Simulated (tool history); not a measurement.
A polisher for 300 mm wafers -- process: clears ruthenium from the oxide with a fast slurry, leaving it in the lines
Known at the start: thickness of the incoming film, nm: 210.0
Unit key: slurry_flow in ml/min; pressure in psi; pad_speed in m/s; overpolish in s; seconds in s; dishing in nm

run 1 day=0.000 | slurry_flow=160 pressure=2.2 pad_speed=0.94 slurry_solids=1.0 overpolish=27 | seconds=58.665 dishing=55.050
run 2 day=0.033 | slurry_flow=160 pressure=2.2 pad_speed=0.94 slurry_solids=1.1 overpolish=27 | seconds=54.976 dishing=55.898
run 3 day=0.196 | slurry_flow=160 pressure=2.2 pad_speed=1.08 slurry_solids=1.1 overpolish=27 | seconds=48.760 dishing=59.978
run 4 day=0.412 | slurry_flow=160 pressure=2.1 pad_speed=1.08 slurry_solids=1.1 overpolish=28 | seconds=50.011 dishing=63.605
run 5 day=0.688 | slurry_flow=160 pressure=2.1 pad_speed=1.30 slurry_solids=1.1 overpolish=28 | seconds=42.112 dishing=64.880
run 6 day=0.729 | slurry_flow=160 pressure=2.1 pad_speed=1.30 slurry_solids=1.3 overpolish=28 | seconds=38.346 dishing=69.560
run 7 day=0.833 | slurry_flow=160 pressure=2.0 pad_speed=1.30 slurry_solids=1.3 overpolish=29 | seconds=38.894 dishing=68.340
-- day=0.917 slurry nozzle cleaned
run 8 day=0.917 | slurry_flow=160 pressure=1.9 pad_speed=1.28 slurry_solids=1.3 overpolish=30 | seconds=40.450 dishing=71.740

What does the tool deliver on the next run?
run 9 day=1.017 | slurry_flow=150 pressure=1.3 pad_speed=1.10 slurry_solids=1.3 overpolish=34 | seconds=? dishing=?

{"run 9": {"seconds": 58.059, "dishing": 61.038}}

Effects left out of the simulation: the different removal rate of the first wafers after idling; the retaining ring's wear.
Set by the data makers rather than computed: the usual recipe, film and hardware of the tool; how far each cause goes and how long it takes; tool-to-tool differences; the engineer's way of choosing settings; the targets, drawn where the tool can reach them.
